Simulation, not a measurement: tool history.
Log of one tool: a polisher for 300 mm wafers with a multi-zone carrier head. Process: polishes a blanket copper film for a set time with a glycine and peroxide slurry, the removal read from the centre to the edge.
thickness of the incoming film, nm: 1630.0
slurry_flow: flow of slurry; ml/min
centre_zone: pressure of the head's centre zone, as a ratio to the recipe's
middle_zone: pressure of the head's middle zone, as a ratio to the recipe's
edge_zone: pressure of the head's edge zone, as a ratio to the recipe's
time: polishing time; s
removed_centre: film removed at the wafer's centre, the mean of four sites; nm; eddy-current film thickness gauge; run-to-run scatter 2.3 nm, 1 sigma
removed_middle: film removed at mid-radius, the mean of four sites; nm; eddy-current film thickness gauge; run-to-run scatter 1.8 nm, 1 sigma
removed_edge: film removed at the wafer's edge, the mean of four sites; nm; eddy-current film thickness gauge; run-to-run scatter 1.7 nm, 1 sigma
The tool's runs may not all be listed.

run	day	slurry_flow	centre_zone	middle_zone	edge_zone	time	removed_centre	removed_middle	removed_edge
1	0.000	215	1.00	1.00	1.00	66	321.05	324.20	323.62
2	0.029	215	0.92	1.00	1.00	66	295.25	319.28	315.84
3	0.396	215	0.92	1.00	0.92	66	295.45	313.66	308.66
4	0.562	215	0.91	1.00	0.91	63	276.91	302.62	295.38
5	0.629	215	0.96	1.00	0.91	63	296.37	303.46	291.58
6	0.750	215	0.95	1.00	0.90	60	275.43	288.84	272.11
7	0.942	210	0.94	1.00	0.90	58	263.99	283.02	266.42

What will run 8 give?
8	1.208	205	0.93	0.99	0.89	56	?	?	?

Run 8 came out at removed_centre 246.35 nm, removed_middle 267.38 nm, removed_edge 256.39 nm.
